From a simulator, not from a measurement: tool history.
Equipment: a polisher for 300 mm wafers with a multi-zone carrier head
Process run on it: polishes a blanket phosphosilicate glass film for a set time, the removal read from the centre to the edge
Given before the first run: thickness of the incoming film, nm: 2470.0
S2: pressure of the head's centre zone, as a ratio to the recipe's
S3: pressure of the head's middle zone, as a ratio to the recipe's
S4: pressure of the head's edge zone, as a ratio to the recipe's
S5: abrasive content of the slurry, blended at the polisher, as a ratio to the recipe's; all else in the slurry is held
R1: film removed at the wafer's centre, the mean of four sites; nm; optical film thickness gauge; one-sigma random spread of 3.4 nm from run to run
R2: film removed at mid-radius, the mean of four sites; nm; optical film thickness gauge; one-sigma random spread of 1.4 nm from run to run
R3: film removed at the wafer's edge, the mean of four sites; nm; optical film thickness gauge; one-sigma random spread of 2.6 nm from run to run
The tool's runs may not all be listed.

{"run": 1, "hour": 0.0, "flow of slurry (ml/min)": 310, "S2": 1.0, "S3": 1.0, "S4": 1.0, "S5": 1.0, "polishing time (s)": 69, "R1": 415.86, "R2": 399.69, "R3": 420.08}
{"run": 2, "hour": 6.2, "flow of slurry (ml/min)": 305, "S2": 0.98, "S3": 0.99, "S4": 0.98, "S5": 0.95, "polishing time (s)": 67, "R1": 379.48, "R2": 376.42, "R3": 386.07}
{"run": 3, "hour": 14.4, "flow of slurry (ml/min)": 300, "S2": 0.97, "S3": 0.97, "S4": 0.98, "S5": 0.9, "polishing time (s)": 66, "R1": 365.35, "R2": 358.68, "R3": 366.99}
{"run": 4, "hour": 21.5, "flow of slurry (ml/min)": 300, "S2": 0.97, "S3": 0.97, "S4": 0.98, "S5": 1.0, "polishing time (s)": 66, "R1": 378.72, "R2": 369.97, "R3": 397.65}
{"run": 5, "hour": 28.9, "flow of slurry (ml/min)": 300, "S2": 0.97, "S3": 0.97, "S4": 0.98, "S5": 0.8, "polishing time (s)": 66, "R1": 332.04, "R2": 335.98, "R3": 345.75}
{"run": 6, "hour": 29.9, "flow of slurry (ml/min)": 300, "S2": 0.97, "S3": 0.97, "S4": 0.98, "S5": 0.8, "polishing time (s)": 81, "R1": 421.99, "R2": 413.27, "R3": 431.51}
{"run": 7, "hour": 36.5, "flow of slurry (ml/min)": 295, "S2": 0.96, "S3": 0.95, "S4": 0.97, "S5": 0.75, "polishing time (s)": 79, "R1": 392.67, "R2": 383.89, "R3": 402.71}
{"run": 8, "hour": 39.2, "flow of slurry (ml/min)": 290, "S2": 0.95, "S3": 0.93, "S4": 0.96, "S5": 0.7, "polishing time (s)": 77, "R1": 362.12, "R2": 359.68, "R3": 368.35}
{"run": 9, "hour": 48.3, "flow of slurry (ml/min)": 250, "S2": 0.89, "S3": 0.83, "S4": 1.04, "S5": 0.5, "polishing time (s)": 58, "R1": 208.51, "R2": 197.58, "R3": 245.44}
{"run": 10, "hour": 51.2, "flow of slurry (ml/min)": 265, "S2": 0.89, "S3": 0.84, "S4": 1.03, "S5": 0.5, "polishing time (s)": 58, "R1": 216.73, "R2": 201.93, "R3": 241.8}
{"run": 11, "hour": 58.4, "flow of slurry (ml/min)": 275, "S2": 0.89, "S3": 0.85, "S4": 1.04, "S5": 0.5, "polishing time (s)": 58, "R1": 214.6, "R2": 207.53, "R3": 243.84}

Expected results for the next run?
{"run": 12, "hour": 64.9, "flow of slurry (ml/min)": 290, "S2": 0.89, "S3": 0.85, "S4": 1.05, "S5": 0.5, "polishing time (s)": 58, "R1": "?", "R2": "?", "R3": "?"}

Run 12 yielded R1 214.31 nm, R2 206.94 nm, R3 246.76 nm.

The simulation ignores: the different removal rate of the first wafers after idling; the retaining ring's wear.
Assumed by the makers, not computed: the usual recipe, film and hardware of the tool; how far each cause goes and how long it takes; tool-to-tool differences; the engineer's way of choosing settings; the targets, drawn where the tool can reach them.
